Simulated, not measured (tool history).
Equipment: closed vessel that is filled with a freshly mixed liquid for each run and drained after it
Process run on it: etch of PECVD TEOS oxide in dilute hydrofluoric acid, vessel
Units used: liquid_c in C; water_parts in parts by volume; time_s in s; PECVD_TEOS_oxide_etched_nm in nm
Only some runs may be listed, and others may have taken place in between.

run	hour	liquid_c	water_parts	time_s	PECVD_TEOS_oxide_etched_nm
1	0	21	45	90	24.528
2	8.9	21	45	90	24.31
3	9.9	21	35	90	31.429
4	18.1	20	40	90	26.595
5	20.7	20	30	90	35.813
6	28.5	19	35	90	29.025
7	35.2	18.5	40	90	24.922

Forecast run 8:
8	40.6	18	40	90	?

{"run 8": {"PECVD_TEOS_oxide_etched_nm": 24.139}}
